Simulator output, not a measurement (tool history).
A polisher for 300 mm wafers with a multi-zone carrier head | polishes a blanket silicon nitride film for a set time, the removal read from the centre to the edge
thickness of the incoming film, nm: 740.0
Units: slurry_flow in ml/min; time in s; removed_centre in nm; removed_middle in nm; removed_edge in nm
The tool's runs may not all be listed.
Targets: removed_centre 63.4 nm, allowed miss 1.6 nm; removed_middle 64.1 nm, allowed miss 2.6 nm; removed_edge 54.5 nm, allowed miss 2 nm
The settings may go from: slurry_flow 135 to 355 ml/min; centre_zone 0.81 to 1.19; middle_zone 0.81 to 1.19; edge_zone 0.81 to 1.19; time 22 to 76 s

{"run": 1, "hour": 0.0, "slurry_flow": 225, "centre_zone": 1, "middle_zone": 1, "edge_zone": 1, "time": 49, "removed_centre": 98.987, "removed_middle": 97.786, "removed_edge": 97.396}
{"run": 2, "hour": 2.2, "slurry_flow": 225, "centre_zone": 1, "middle_zone": 1, "edge_zone": 1.06, "time": 49, "removed_centre": 98.662, "removed_middle": 99.794, "removed_edge": 100.91}
{"run": 3, "hour": 7.6, "slurry_flow": 225, "centre_zone": 1, "middle_zone": 1, "edge_zone": 1.06, "time": 55, "removed_centre": 109.99, "removed_middle": 110.49, "removed_edge": 112.14}
{"run": 4, "hour": 13.7, "slurry_flow": 225, "centre_zone": 1, "middle_zone": 1, "edge_zone": 1.06, "time": 43, "removed_centre": 87.027, "removed_middle": 85.566, "removed_edge": 89.099}
{"run": 5, "hour": 20.7, "slurry_flow": 225, "centre_zone": 0.97, "middle_zone": 1, "edge_zone": 1.06, "time": 43, "removed_centre": 83.908, "removed_middle": 84.645, "removed_edge": 87.262}
{"run": 6, "hour": 22.0, "slurry_flow": 225, "centre_zone": 0.97, "middle_zone": 0.93, "edge_zone": 1.06, "time": 43, "removed_centre": 83.918, "removed_middle": 80.284, "removed_edge": 89.522}
{"run": 7, "hour": 26.5, "slurry_flow": 225, "centre_zone": 0.97, "middle_zone": 0.93, "edge_zone": 1.06, "time": 43, "removed_centre": 83.649, "removed_middle": 80.388, "removed_edge": 88.088}
{"run": 8, "hour": 30.0, "slurry_flow": 260, "centre_zone": 1.05, "middle_zone": 1.03, "edge_zone": 0.96, "time": 29, "removed_centre": 63.152, "removed_middle": 60.186, "removed_edge": 59.077}
{"run": 9, "hour": 34.4, "slurry_flow": 260, "centre_zone": 1.06, "middle_zone": 1.06, "edge_zone": 0.93, "time": 29, "removed_centre": 63.651, "removed_middle": 62.484, "removed_edge": 56.12}

5 next moves are on the table. One of them brings every result within its allowed miss. Which?
{"run": "A", "hour": 38.8, "slurry_flow": 255, "centre_zone": 1.13, "middle_zone": 1.05, "edge_zone": 0.97, "time": 28, "removed_centre": "?", "removed_middle": "?", "removed_edge": "?"}
{"run": "B", "hour": 38.8, "slurry_flow": 260, "centre_zone": 1.04, "middle_zone": 1.12, "edge_zone": 0.92, "time": 30, "removed_centre": "?", "removed_middle": "?", "removed_edge": "?"}
{"run": "C", "hour": 38.8, "slurry_flow": 255, "centre_zone": 1.03, "middle_zone": 1.18, "edge_zone": 0.89, "time": 30, "removed_centre": "?", "removed_middle": "?", "removed_edge": "?"}
{"run": "D", "hour": 38.8, "slurry_flow": 330, "centre_zone": 1.08, "middle_zone": 1.13, "edge_zone": 0.91, "time": 28, "removed_centre": "?", "removed_middle": "?", "removed_edge": "?"}
{"run": "E", "hour": 38.8, "slurry_flow": 270, "centre_zone": 1.1, "middle_zone": 1.06, "edge_zone": 0.86, "time": 29, "removed_centre": "?", "removed_middle": "?", "removed_edge": "?"}

move=A removed_centre=64.908 removed_middle=59.572 removed_edge=55.17
move=B removed_centre=64.148 removed_middle=67.625 removed_edge=57.73
move=C removed_centre=63.406 removed_middle=70.595 removed_edge=56.743
move=D removed_centre=63.801 removed_middle=65.065 removed_edge=54.559
move=E removed_centre=65.876 removed_middle=62.597 removed_edge=54.361
A: brings the result that was furthest off to its target, and leaves another outside
B: further off than the last run
C: further off than the last run
D: meets every target
E: brings the result that was furthest off to its target, and leaves another outside
The right move is D.
